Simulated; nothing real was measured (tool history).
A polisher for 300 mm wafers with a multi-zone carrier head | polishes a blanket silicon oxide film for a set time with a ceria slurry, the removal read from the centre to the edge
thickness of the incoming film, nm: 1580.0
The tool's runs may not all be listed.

run	day	flow of slurry (ml/min)	pressure of the head's centre zone	pressure of the head's middle zone	pressure of the head's edge zone	polishing time (s)	film removed at the wafer's centre (angstrom)	film removed at mid-radius (angstrom)	film removed at the wafer's edge (angstrom)
1	0	225	1	1	1	89	3119	3134.2	3035
2	0.108	225	1	1	1	80	2781.9	2862.1	2796.6
3	0.192	220	0.97	0.98	0.98	77	2600.1	2647.7	2751.8
4	0.262	220	0.96	0.99	0.98	73	2467	2582.2	2494.2
5	0.454	215	0.93	0.98	0.98	72	2413.6	2452.8	2445.4
6	0.729	215	0.93	0.98	1.02	72	2403.3	2473.6	2538.9

Run 7 comes next. What will it give?
7	0.888	210	0.9	0.99	1.02	71	?	?	?

Run 7 gave film removed at the wafer's centre (angstrom) 2296.2, film removed at mid-radius (angstrom) 2529, film removed at the wafer's edge (angstrom) 2450.3.
